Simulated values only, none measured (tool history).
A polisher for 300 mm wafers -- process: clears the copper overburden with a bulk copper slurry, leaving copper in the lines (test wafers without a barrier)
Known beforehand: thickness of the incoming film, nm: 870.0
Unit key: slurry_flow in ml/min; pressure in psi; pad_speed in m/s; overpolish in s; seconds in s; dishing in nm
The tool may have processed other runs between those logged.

run 1 hour=0 | slurry_flow=240 pressure=2.9 pad_speed=1.28 slurry_solids=1 overpolish=8 | seconds=79.622 dishing=50.67
run 2 hour=6.8 | slurry_flow=240 pressure=2.9 pad_speed=1.28 slurry_solids=1 overpolish=5 | seconds=79.184 dishing=32.664
run 3 hour=10.7 | slurry_flow=240 pressure=2.9 pad_speed=1.28 slurry_solids=1 overpolish=3 | seconds=80.669 dishing=21.455
run 4 hour=17.2 | slurry_flow=290 pressure=2.9 pad_speed=1.28 slurry_solids=1 overpolish=3 | seconds=79.338 dishing=21.529
run 5 hour=21.3 | slurry_flow=285 pressure=3.2 pad_speed=1.28 slurry_solids=1 overpolish=4 | seconds=73.127 dishing=29.191
run 6 hour=28.2 | slurry_flow=250 pressure=3.2 pad_speed=1.28 slurry_solids=1 overpolish=4 | seconds=73.071 dishing=29.909

What will run 7 give?
run 7 hour=30.2 | slurry_flow=250 pressure=3.4 pad_speed=1.26 slurry_solids=1 overpolish=4 | seconds=? dishing=?

For run 7 the tool returned seconds 67.734 s, dishing 30.11 nm.
